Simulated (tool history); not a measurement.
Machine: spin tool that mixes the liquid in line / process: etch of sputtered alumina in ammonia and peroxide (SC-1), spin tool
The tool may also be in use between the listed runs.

run	day	temperature setpoint of the liquid (°C)	parts of 29 % ammonia solution to one part of 30 % peroxide (parts by volume)	time under the liquid (s)	thickness taken off the sputtered alumina on a monitor wafer (nm)
1	0.000	61.0	0.45	225	15.6150
2	0.250	58.5	0.45	225	13.7260
3	0.421	57.0	0.45	225	12.6740
4	0.688	55.5	0.45	225	11.6850
5	0.892	54.5	0.45	225	11.2200
6	1.242	47.5	0.45	225	7.5760
7	1.304	48.5	0.45	225	8.0806
8	1.462	49.0	0.45	225	8.1912

Predict the results of run 9:
9	1.571	49.5	0.45	225	?

{"run 9": {"thickness taken off the sputtered alumina on a monitor wafer (nm)": 8.5227}}

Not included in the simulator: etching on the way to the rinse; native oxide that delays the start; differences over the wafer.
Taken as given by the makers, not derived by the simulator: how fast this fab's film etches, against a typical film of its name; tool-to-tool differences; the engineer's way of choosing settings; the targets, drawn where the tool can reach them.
